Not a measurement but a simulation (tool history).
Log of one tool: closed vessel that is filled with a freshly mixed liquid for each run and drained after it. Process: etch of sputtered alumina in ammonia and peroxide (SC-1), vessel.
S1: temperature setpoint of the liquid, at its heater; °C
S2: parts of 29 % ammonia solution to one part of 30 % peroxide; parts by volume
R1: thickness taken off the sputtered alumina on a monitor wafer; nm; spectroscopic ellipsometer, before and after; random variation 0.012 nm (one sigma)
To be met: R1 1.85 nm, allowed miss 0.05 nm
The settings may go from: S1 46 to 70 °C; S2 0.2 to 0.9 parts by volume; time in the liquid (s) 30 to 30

{"run": 1, "hour": 0.0, "S1": 62, "S2": 0.5, "time in the liquid (s)": 30, "R1": 2.8031}
{"run": 2, "hour": 5.2, "S1": 55.5, "S2": 0.5, "time in the liquid (s)": 30, "R1": 2.0275}
{"run": 3, "hour": 9.9, "S1": 55.5, "S2": 0.5, "time in the liquid (s)": 30, "R1": 2.0137}
{"run": 4, "hour": 18.8, "S1": 55.5, "S2": 0.5, "time in the liquid (s)": 30, "R1": 2.0022}
{"run": 5, "hour": 21.7, "S1": 48.5, "S2": 0.5, "time in the liquid (s)": 30, "R1": 1.3758}
{"run": 6, "hour": 26.8, "S1": 48.5, "S2": 0.5, "time in the liquid (s)": 30, "R1": 1.378}
{"run": 7, "hour": 32.0, "S1": 48.5, "S2": 0.5, "time in the liquid (s)": 30, "R1": 1.3887}
{"run": 8, "hour": 33.6, "S1": 49.5, "S2": 0.5, "time in the liquid (s)": 30, "R1": 1.44}
{"run": 9, "hour": 35.8, "S1": 50.5, "S2": 0.5, "time in the liquid (s)": 30, "R1": 1.5379}
{"run": 10, "hour": 44.2, "S1": 51, "S2": 0.5, "time in the liquid (s)": 30, "R1": 1.5809}
{"run": 11, "hour": 49.1, "S1": 51.5, "S2": 0.5, "time in the liquid (s)": 30, "R1": 1.6413}
{"run": 12, "hour": 51.1, "S1": 52, "S2": 0.5, "time in the liquid (s)": 30, "R1": 1.6846}
{"run": 13, "hour": 58.7, "S1": 52.5, "S2": 0.5, "time in the liquid (s)": 30, "R1": 1.6974}
{"run": 14, "hour": 63.6, "S1": 54.5, "S2": 0.5, "time in the liquid (s)": 30, "R1": 1.9053}

4 next moves are on the table. One of them brings every result within its allowed miss. Which?
{"run": "A", "hour": 68.5, "S1": 53.5, "S2": 0.55, "time in the liquid (s)": 30, "R1": "?"}
{"run": "B", "hour": 68.5, "S1": 56, "S2": 0.4, "time in the liquid (s)": 30, "R1": "?"}
{"run": "C", "hour": 68.5, "S1": 56.5, "S2": 0.25, "time in the liquid (s)": 30, "R1": "?"}
{"run": "D", "hour": 68.5, "S1": 55, "S2": 0.6, "time in the liquid (s)": 30, "R1": "?"}

move=A R1=1.8259
move=B R1=2.0238
move=C R1=1.9872
move=D R1=1.9946
A: meets every target
B: further off than the last run
C: further off than the last run
D: further off than the last run
Move A is the one to make.
